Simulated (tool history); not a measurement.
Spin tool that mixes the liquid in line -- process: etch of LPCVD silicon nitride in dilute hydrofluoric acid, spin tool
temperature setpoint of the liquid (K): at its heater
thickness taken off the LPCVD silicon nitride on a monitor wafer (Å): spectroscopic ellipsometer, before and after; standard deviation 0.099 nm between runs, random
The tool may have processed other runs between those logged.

| run | hour | temperature setpoint of the liquid (K) | parts of water to one part of 49 % hydrofluoric acid (parts by volume) | time under the liquid (s) | thickness taken off the LPCVD silicon nitride on a monitor wafer (Å) |
|---|---|---|---|---|---|
| 1 | 0.0 | 297.15 | 50 | 280 | 28.136 |
| 2 | 3.4 | 297.15 | 40 | 280 | 32.042 |
| 3 | 10.1 | 298.15 | 40 | 280 | 36.440 |
| 4 | 13.9 | 298.65 | 40 | 280 | 37.248 |
| 5 | 21.0 | 298.65 | 50 | 280 | 29.420 |
| 6 | 27.8 | 298.65 | 50 | 280 | 31.159 |
| 7 | 31.8 | 299.65 | 50 | 280 | 33.109 |
| 8 | 40.5 | 300.65 | 50 | 280 | 34.092 |
| 9 | 41.3 | 301.15 | 50 | 280 | 35.519 |

Run 10, settings as shown, results not yet in. Your forecast:
| 10 | 43.9 | 301.65 | 50 | 280 | ? |

{"run 10": {"thickness taken off the LPCVD silicon nitride on a monitor wafer (Å)": 36.141}}

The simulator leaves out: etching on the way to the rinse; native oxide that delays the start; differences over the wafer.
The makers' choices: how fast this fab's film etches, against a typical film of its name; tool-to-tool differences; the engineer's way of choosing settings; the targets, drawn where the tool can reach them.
